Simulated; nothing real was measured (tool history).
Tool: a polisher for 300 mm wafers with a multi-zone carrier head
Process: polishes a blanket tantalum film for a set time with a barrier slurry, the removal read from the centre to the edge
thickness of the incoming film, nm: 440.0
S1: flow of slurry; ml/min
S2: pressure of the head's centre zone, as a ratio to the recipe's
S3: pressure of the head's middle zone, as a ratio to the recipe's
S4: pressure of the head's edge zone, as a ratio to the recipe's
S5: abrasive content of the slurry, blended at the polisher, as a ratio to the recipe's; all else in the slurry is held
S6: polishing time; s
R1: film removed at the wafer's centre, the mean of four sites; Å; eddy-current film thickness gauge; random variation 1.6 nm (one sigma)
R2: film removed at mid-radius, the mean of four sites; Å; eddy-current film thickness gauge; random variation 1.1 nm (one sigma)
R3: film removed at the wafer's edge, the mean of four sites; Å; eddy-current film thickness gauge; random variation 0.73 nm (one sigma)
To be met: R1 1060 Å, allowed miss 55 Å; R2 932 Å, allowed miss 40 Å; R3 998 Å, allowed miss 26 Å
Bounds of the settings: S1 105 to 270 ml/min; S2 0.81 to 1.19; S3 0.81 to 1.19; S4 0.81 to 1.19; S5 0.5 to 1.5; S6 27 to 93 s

run 1 hour=0 | S1=175 S2=1 S3=1 S4=1 S5=1 S6=59 | R1=1591.2 R2=1645.7 R3=1650.4
run 2 hour=2.5 | S1=155 S2=1 S3=1 S4=1 S5=1 S6=59 | R1=1556.3 R2=1585 R3=1636.9
run 3 hour=7.2 | S1=155 S2=1 S3=0.95 S4=1 S5=1 S6=59 | R1=1616 R2=1589.8 R3=1614.7
run 4 hour=15 | S1=155 S2=1 S3=0.95 S4=1 S5=1 S6=69 | R1=1863.9 R2=1832.4 R3=1905.8
run 5 hour=22.9 | S1=155 S2=1.04 S3=0.95 S4=1 S5=1 S6=69 | R1=1857.5 R2=1861.2 R3=1906.5
run 6 hour=25.4 | S1=155 S2=1.04 S3=0.95 S4=1 S5=0.9 S6=69 | R1=1875.4 R2=1791.8 R3=1871.2
run 7 hour=30.1 | S1=135 S2=0.96 S3=0.91 S4=0.9 S5=0.65 S6=52 | R1=1217.5 R2=1201 R3=1243.6
run 8 hour=37.4 | S1=135 S2=0.97 S3=0.9 S4=0.89 S5=0.65 S6=51 | R1=1193.7 R2=1182.6 R3=1219.2
run 9 hour=43.5 | S1=125 S2=1.07 S3=0.81 S4=0.84 S5=0.5 S6=41 | R1=992.68 R2=840.76 R3=887.43
run 10 hour=46.4 | S1=135 S2=1.07 S3=0.82 S4=0.85 S5=0.5 S6=41 | R1=987.34 R2=852.64 R3=904.87
run 11 hour=53.7 | S1=140 S2=1.07 S3=0.83 S4=0.86 S5=0.5 S6=41 | R1=999.08 R2=864.54 R3=906.54

Which of these 5 next moves meets every target?
run A hour=61 | S1=175 S2=1.04 S3=1.09 S4=0.86 S5=0.75 S6=34 | R1=? R2=? R3=?
run B hour=61 | S1=140 S2=1 S3=0.9 S4=0.92 S5=0.6 S6=45 | R1=? R2=? R3=?
run C hour=61 | S1=125 S2=1.11 S3=0.91 S4=0.97 S5=0.5 S6=43 | R1=? R2=? R3=?
run D hour=61 | S1=140 S2=1.08 S3=0.81 S4=0.86 S5=0.6 S6=35 | R1=? R2=? R3=?
run E hour=61 | S1=150 S2=1.16 S3=0.81 S4=0.84 S5=0.6 S6=43 | R1=? R2=? R3=?

move=A R1=905.46 R2=935.68 R3=835.98
move=B R1=1071.1 R2=1016.7 R3=1069.8
move=C R1=1052.8 R2=927.7 R3=999.95
move=D R1=885.22 R2=742.2 R3=807.59
move=E R1=1166.8 R2=921.85 R3=989.78
A: further off than the last run
B: takes the result that was furthest off past its target
C: meets every target
D: further off than the last run
E: brings the result that was furthest off to its target, and leaves another outside
Answer: C
